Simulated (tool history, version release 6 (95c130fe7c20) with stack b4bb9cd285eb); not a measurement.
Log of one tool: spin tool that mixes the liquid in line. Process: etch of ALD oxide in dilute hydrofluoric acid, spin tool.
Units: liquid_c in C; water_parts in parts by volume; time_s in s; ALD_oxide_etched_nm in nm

run  hour  liquid_c  water_parts  time_s  ALD_oxide_etched_nm
  1   0.0      24.0          135     320               32.626
  2   6.3      24.0          135     340               34.795
  3  12.0      24.0          135     320               32.412
  4  14.3      26.0          110     320               44.781
  5  18.9      26.0          110     320               44.187
  6  20.6      27.5           95     320               55.814
  7  25.3      28.5           85     320               65.914
  8  29.6      29.5           80     320               72.428
  9  32.5      30.0           75     320               80.124
 10  41.0      32.0           65     320              100.500
 11  46.5      31.5           65     320               99.362

Forecast run 12:
 12  50.7      29.5           65     320                    ?

{"run 12": {"ALD_oxide_etched_nm": 91.338}}
